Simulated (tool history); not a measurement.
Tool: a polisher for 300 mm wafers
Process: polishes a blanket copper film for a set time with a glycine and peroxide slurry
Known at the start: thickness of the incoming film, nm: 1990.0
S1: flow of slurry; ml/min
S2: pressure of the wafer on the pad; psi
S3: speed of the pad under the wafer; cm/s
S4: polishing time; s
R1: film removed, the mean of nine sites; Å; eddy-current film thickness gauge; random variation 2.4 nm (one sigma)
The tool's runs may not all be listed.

run,day,S1,S2,S3,S4,R1
1,0.000,270,3.4,128,100,6577.1
2,0.296,270,3.2,120,100,5864.9
3,0.517,270,3.0,114,100,5320.8
4,0.550,270,3.0,114,100,5326.2
5,0.912,270,3.0,114,100,5336.3
6,1.038,270,2.8,108,100,4783.4
7,1.238,270,2.6,104,100,4337.8
8,1.375,270,2.5,102,100,4187.6
9,1.667,270,2.4,100,100,3967.1

Forecast run 10:
# day 1.842: worn pad replaced by a new one
10,1.842,270,2.3,98,100,?

{"run 10": {"R1": 4095.1}}
